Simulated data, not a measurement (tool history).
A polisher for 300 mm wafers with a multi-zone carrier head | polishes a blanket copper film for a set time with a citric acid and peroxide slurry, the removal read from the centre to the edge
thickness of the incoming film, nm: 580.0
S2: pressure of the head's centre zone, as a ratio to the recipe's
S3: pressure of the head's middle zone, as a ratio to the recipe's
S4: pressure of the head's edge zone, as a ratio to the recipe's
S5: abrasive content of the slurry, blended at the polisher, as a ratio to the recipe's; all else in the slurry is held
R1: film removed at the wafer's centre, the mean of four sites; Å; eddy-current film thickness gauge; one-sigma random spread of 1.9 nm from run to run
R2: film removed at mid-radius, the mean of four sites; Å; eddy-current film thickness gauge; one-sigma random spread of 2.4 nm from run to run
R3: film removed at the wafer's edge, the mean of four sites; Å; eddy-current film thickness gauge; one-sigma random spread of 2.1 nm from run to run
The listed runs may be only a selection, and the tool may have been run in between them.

run 1 day=0 | flow_of_slurry_(ml/min)=315 S2=1 S3=1 S4=1 S5=1 polishing_time_(s)=60 | R1=1447.7 R2=1524.2 R3=1418.1
run 2 day=0.2 | flow_of_slurry_(ml/min)=315 S2=1 S3=1 S4=1.04 S5=1 polishing_time_(s)=60 | R1=1425.3 R2=1490.4 R3=1477.3
run 3 day=0.358 | flow_of_slurry_(ml/min)=315 S2=1 S3=1 S4=1.11 S5=1 polishing_time_(s)=60 | R1=1428.4 R2=1501 R3=1506.4
run 4 day=0.529 | flow_of_slurry_(ml/min)=320 S2=1.01 S3=1.02 S4=1.11 S5=1.05 polishing_time_(s)=62 | R1=1544.7 R2=1585.6 R3=1600.3
run 5 day=0.788 | flow_of_slurry_(ml/min)=285 S2=1.01 S3=1.02 S4=1.11 S5=1.05 polishing_time_(s)=62 | R1=1496.9 R2=1572.3 R3=1612
run 6 day=0.838 | flow_of_slurry_(ml/min)=295 S2=1.01 S3=1.04 S4=1.1 S5=1.1 polishing_time_(s)=64 | R1=1576 R2=1687.2 R3=1642.9
run 7 day=1.133 | flow_of_slurry_(ml/min)=295 S2=1.02 S3=1.06 S4=1.1 S5=1.15 polishing_time_(s)=65 | R1=1643.6 R2=1729 R3=1688.7
run 8 day=1.158 | flow_of_slurry_(ml/min)=300 S2=1.02 S3=1.07 S4=1.09 S5=1.2 polishing_time_(s)=67 | R1=1715.2 R2=1861.2 R3=1735.7
run 9 day=1.504 | flow_of_slurry_(ml/min)=300 S2=1.03 S3=1.08 S4=1.1 S5=1.25 polishing_time_(s)=68 | R1=1754.4 R2=1898.2 R3=1790.6

Run 10 has not been measured yet. What should we expect?
run 10 day=1.533 | flow_of_slurry_(ml/min)=305 S2=1.04 S3=1.09 S4=1.1 S5=1.3 polishing_time_(s)=69 | R1=? R2=? R3=?

{"run 10": {"R1": 1832.2, "R2": 1955.1, "R3": 1876}}
